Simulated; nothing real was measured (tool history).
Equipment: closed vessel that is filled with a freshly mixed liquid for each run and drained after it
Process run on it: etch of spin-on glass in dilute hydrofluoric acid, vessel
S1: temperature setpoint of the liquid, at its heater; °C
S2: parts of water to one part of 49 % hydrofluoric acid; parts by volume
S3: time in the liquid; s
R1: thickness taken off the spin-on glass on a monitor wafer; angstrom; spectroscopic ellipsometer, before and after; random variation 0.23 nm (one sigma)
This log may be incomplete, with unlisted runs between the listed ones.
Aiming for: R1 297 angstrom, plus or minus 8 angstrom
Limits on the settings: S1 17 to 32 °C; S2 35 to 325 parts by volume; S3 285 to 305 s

{"run": 1, "hour": 0.0, "S1": 24, "S2": 180, "S3": 285, "R1": 423.39}
{"run": 2, "hour": 6.3, "S1": 22.5, "S2": 185, "S3": 285, "R1": 385.33}
{"run": 3, "hour": 14.5, "S1": 22.5, "S2": 185, "S3": 305, "R1": 411.27}
{"run": 4, "hour": 19.5, "S1": 24, "S2": 185, "S3": 305, "R1": 434.84}
{"run": 5, "hour": 24.1, "S1": 22.5, "S2": 190, "S3": 305, "R1": 401.91}
{"run": 6, "hour": 27.4, "S1": 21, "S2": 195, "S3": 305, "R1": 370.26}
{"run": 7, "hour": 35.9, "S1": 21, "S2": 195, "S3": 305, "R1": 366.47}
{"run": 8, "hour": 44.6, "S1": 20, "S2": 200, "S3": 305, "R1": 342.16}
{"run": 9, "hour": 48.2, "S1": 19.5, "S2": 200, "S3": 305, "R1": 335.3}
{"run": 10, "hour": 52.5, "S1": 19, "S2": 200, "S3": 305, "R1": 331.88}
{"run": 11, "hour": 60.9, "S1": 18.5, "S2": 200, "S3": 305, "R1": 322.8}
{"run": 12, "hour": 63.7, "S1": 18, "S2": 200, "S3": 305, "R1": 316.51}
{"run": 13, "hour": 68.9, "S1": 17.5, "S2": 200, "S3": 305, "R1": 310.69}

Exactly one of the 4 candidate moves below puts every result within its allowed miss. Which one?
{"run": "A", "hour": 74.1, "S1": 17, "S2": 215, "S3": 305, "R1": "?"}
{"run": "B", "hour": 74.1, "S1": 19.5, "S2": 200, "S3": 285, "R1": "?"}
{"run": "C", "hour": 74.1, "S1": 17.5, "S2": 195, "S3": 285, "R1": "?"}
{"run": "D", "hour": 74.1, "S1": 18, "S2": 200, "S3": 300, "R1": "?"}

move=A R1=278.76
move=B R1=313.21
move=C R1=298.37
move=D R1=310.89
A: takes the result that was furthest off past its target
B: lands further from the targets than the last run did
C: every result lands within tolerance
D: about the same distance from the targets as the last run
Correct choice: C, which meets every target
